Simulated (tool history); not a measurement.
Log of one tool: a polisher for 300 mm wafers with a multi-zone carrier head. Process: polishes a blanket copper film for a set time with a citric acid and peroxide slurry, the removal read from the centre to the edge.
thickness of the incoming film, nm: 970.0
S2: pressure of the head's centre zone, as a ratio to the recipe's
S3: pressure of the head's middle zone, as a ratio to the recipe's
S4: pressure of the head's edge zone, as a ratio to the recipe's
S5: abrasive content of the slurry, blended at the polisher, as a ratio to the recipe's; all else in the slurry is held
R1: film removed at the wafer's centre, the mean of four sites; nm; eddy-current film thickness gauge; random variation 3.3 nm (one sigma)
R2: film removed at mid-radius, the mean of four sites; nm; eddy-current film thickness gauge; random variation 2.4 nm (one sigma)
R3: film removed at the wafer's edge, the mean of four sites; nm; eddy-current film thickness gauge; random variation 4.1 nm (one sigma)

Run 1, hour 0: flow of slurry (ml/min) 190, S2 1, S3 1, S4 1, S5 1, polishing time (s) 68. Result: R1 232.98 nm, R2 231.85 nm, R3 235.92 nm.
Run 2, hour 6.9: flow of slurry (ml/min) 190, S2 1, S3 1, S4 0.94, S5 1, polishing time (s) 68. Result: R1 235.12 nm, R2 232.17 nm, R3 225.21 nm.
Run 3, hour 7.9: flow of slurry (ml/min) 205, S2 1.02, S3 1.05, S4 1, S5 1.15, polishing time (s) 70. Result: R1 250.47 nm, R2 258.9 nm, R3 256.54 nm.
Run 4, hour 11.9: flow of slurry (ml/min) 205, S2 1.02, S3 1.05, S4 1, S5 1.15, polishing time (s) 77. Result: R1 283.51 nm, R2 283.57 nm, R3 274.17 nm.
Run 5, hour 15.9: flow of slurry (ml/min) 205, S2 0.97, S3 1.05, S4 1, S5 1.15, polishing time (s) 77. Result: R1 271.01 nm, R2 285.81 nm, R3 272.44 nm.
Run 6, hour 21.4: flow of slurry (ml/min) 205, S2 1.03, S3 1.05, S4 1, S5 1.15, polishing time (s) 77. Result: R1 277.33 nm, R2 287.06 nm, R3 281.5 nm.
Run 7, hour 24.7: flow of slurry (ml/min) 220, S2 1.07, S3 1.08, S4 0.99, S5 1.2, polishing time (s) 77. Result: R1 296.01 nm, R2 298.8 nm, R3 272.22 nm.
Run 8, hour 32.3: flow of slurry (ml/min) 225, S2 1.08, S3 1.1, S4 1.03, S5 1.3, polishing time (s) 77. Result: R1 306.43 nm, R2 310.43 nm, R3 288.84 nm.

The next listed run, before its measurement:
Run 9, hour 33.2: flow of slurry (ml/min) 230, S2 1.08, S3 1.12, S4 1.06, S5 1.35, polishing time (s) 77. Result: R1 ?, R2 ?, R3 ?.

R1: 306.01 nm
R2: 320.84 nm
R3: 298.27 nm
